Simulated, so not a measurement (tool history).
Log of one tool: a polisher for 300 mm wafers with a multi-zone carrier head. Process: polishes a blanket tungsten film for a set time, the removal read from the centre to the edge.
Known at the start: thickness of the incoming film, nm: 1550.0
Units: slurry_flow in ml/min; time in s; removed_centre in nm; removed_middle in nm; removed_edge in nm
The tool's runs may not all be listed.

run 1 hour=0.0 | slurry_flow=210 centre_zone=1.00 middle_zone=1.00 edge_zone=1.00 slurry_solids=1.00 time=38 | removed_centre=229.86 removed_middle=225.33 removed_edge=227.57
run 2 hour=8.2 | slurry_flow=235 centre_zone=1.05 middle_zone=1.05 edge_zone=1.05 slurry_solids=1.15 time=41 | removed_centre=271.95 removed_middle=259.14 removed_edge=261.93
run 3 hour=15.0 | slurry_flow=255 centre_zone=1.08 middle_zone=1.09 edge_zone=1.06 slurry_solids=1.25 time=43 | removed_centre=301.73 removed_middle=294.34 removed_edge=285.48
run 4 hour=21.3 | slurry_flow=270 centre_zone=1.12 middle_zone=1.11 edge_zone=1.08 slurry_solids=1.35 time=44 | removed_centre=330.54 removed_middle=313.11 removed_edge=305.42
run 5 hour=29.8 | slurry_flow=300 centre_zone=1.12 middle_zone=1.11 edge_zone=1.08 slurry_solids=1.35 time=44 | removed_centre=338.08 removed_middle=319.13 removed_edge=300.49
run 6 hour=32.3 | slurry_flow=300 centre_zone=1.12 middle_zone=1.11 edge_zone=1.08 slurry_solids=1.35 time=49 | removed_centre=375.26 removed_middle=347.79 removed_edge=341.90

Forecast run 7:
run 7 hour=34.3 | slurry_flow=305 centre_zone=1.13 middle_zone=1.13 edge_zone=1.08 slurry_solids=1.35 time=49 | removed_centre=? removed_middle=? removed_edge=?

{"run 7": {"removed_centre": 369.43, "removed_middle": 354.38, "removed_edge": 338.05}}
